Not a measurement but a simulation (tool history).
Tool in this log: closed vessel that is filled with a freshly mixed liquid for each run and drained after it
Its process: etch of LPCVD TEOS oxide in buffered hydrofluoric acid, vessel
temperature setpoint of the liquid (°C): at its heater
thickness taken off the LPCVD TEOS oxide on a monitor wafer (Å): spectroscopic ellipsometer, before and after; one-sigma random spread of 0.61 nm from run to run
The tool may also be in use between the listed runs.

run,hour,temperature setpoint of the liquid (°C),parts of 40 % ammonium fluoride to one part of 49 % hydrofluoric acid (parts by volume),time in the liquid (s),thickness taken off the LPCVD TEOS oxide on a monitor wafer (Å)
1,0,23,19.5,95,695.15
2,8.4,20.5,19.5,95,613.86
3,13.9,20.5,19.5,95,607.34
4,22.2,21.5,19.5,95,635.29
5,29.5,21.5,19.5,100,670.83
6,34,22,19.5,100,703.84
7,38,22.5,19.5,100,706.61
8,39.6,23,19.5,100,729.35
9,45.7,23.5,19.5,100,747.65

For run 10, what comes out?
10,49.4,24,19.5,100,?

Run 10 measured thickness taken off the LPCVD TEOS oxide on a monitor wafer (Å) 771.74.
